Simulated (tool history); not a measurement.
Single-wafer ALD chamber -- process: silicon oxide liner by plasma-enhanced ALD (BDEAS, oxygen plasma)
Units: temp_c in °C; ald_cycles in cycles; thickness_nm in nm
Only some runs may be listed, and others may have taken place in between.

run	hour	temp_c	ald_cycles	thickness_nm
1	0.0	315	76	7.0885
2	2.9	308	76	7.0879
3	9.4	318	76	7.0350
4	14.3	309	76	7.1382
5	15.4	308	80	7.5141
6	19.4	308	83	7.7864
7	21.7	308	86	8.0439

Expected results for the next run?
8	29.7	308	88	?

thickness_nm: 8.2013 nm
